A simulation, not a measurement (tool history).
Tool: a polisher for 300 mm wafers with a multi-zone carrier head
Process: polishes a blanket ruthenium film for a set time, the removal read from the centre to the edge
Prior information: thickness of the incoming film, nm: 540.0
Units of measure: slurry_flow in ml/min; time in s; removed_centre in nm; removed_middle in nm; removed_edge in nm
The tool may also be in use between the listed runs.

{"run": 1, "hour": 0.0, "slurry_flow": 120, "centre_zone": 1, "middle_zone": 1, "edge_zone": 1, "time": 44, "removed_centre": 51.187, "removed_middle": 53.157, "removed_edge": 53.288}
{"run": 2, "hour": 5.7, "slurry_flow": 125, "centre_zone": 1.01, "middle_zone": 0.99, "edge_zone": 1.01, "time": 44, "removed_centre": 52.111, "removed_middle": 53.59, "removed_edge": 52.466}
{"run": 3, "hour": 14.2, "slurry_flow": 125, "centre_zone": 1.02, "middle_zone": 0.97, "edge_zone": 1.02, "time": 45, "removed_centre": 54.567, "removed_middle": 52.573, "removed_edge": 54.349}
{"run": 4, "hour": 16.5, "slurry_flow": 125, "centre_zone": 1.02, "middle_zone": 0.97, "edge_zone": 1.09, "time": 45, "removed_centre": 54.006, "removed_middle": 51.894, "removed_edge": 55.566}
{"run": 5, "hour": 20.0, "slurry_flow": 125, "centre_zone": 1.02, "middle_zone": 0.9, "edge_zone": 1.09, "time": 45, "removed_centre": 53.221, "removed_middle": 50.969, "removed_edge": 54.372}
{"run": 6, "hour": 21.9, "slurry_flow": 130, "centre_zone": 1.03, "middle_zone": 0.9, "edge_zone": 1.1, "time": 45, "removed_centre": 54.59, "removed_middle": 50.36, "removed_edge": 56.194}
{"run": 7, "hour": 27.8, "slurry_flow": 130, "centre_zone": 1.03, "middle_zone": 0.9, "edge_zone": 1.1, "time": 45, "removed_centre": 55.151, "removed_middle": 50.729, "removed_edge": 55.386}

Forecast run 8:
{"run": 8, "hour": 30.7, "slurry_flow": 160, "centre_zone": 1.07, "middle_zone": 0.88, "edge_zone": 1.13, "time": 45, "removed_centre": "?", "removed_middle": "?", "removed_edge": "?"}

For run 8 the tool returned removed_centre 58.639 nm, removed_middle 51.546 nm, removed_edge 57.343 nm.
